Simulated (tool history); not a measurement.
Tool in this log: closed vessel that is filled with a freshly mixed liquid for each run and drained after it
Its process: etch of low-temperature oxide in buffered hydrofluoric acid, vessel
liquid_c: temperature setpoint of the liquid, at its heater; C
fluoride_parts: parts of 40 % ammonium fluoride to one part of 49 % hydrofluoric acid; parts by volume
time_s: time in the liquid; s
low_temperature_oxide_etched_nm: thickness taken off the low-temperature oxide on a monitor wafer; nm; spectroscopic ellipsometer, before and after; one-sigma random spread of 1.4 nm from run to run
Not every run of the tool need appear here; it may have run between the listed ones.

run	hour	liquid_c	fluoride_parts	time_s	low_temperature_oxide_etched_nm
1	0.0	20.0	16.5	100	138.91
2	2.6	18.0	16.5	100	124.47
3	5.1	20.0	16.0	100	142.71
4	6.5	22.5	16.0	100	166.32
5	13.3	23.5	16.0	100	173.71
6	17.0	24.5	16.0	100	184.03

Run 7 is up next; what results do you expect?
7	21.4	25.0	16.0	100	?

Logged for run 7: low_temperature_oxide_etched_nm 188.36 nm.
